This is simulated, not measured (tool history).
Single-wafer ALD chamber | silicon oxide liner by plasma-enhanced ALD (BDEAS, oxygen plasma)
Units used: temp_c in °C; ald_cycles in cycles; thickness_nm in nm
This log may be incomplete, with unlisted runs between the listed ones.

Run 1, hour 0.0: temp_c 315 °C, ald_cycles 54 cycles. Result: thickness_nm 4.5563 nm.
Run 2, hour 6.0: temp_c 315 °C, ald_cycles 52 cycles. Result: thickness_nm 4.4456 nm.
Run 3, hour 11.4: temp_c 315 °C, ald_cycles 59 cycles. Result: thickness_nm 4.9918 nm.
Run 4, hour 12.9: temp_c 315 °C, ald_cycles 56 cycles. Result: thickness_nm 4.7474 nm.
Run 5, hour 20.5: temp_c 315 °C, ald_cycles 48 cycles. Result: thickness_nm 4.0786 nm.
Run 6, hour 22.0: temp_c 315 °C, ald_cycles 47 cycles. Result: thickness_nm 3.9927 nm.

Forecast run 7:
Run 7, hour 28.9: temp_c 315 °C, ald_cycles 46 cycles. Result: thickness_nm ?.

Run 7 produced thickness_nm 3.8825 nm.
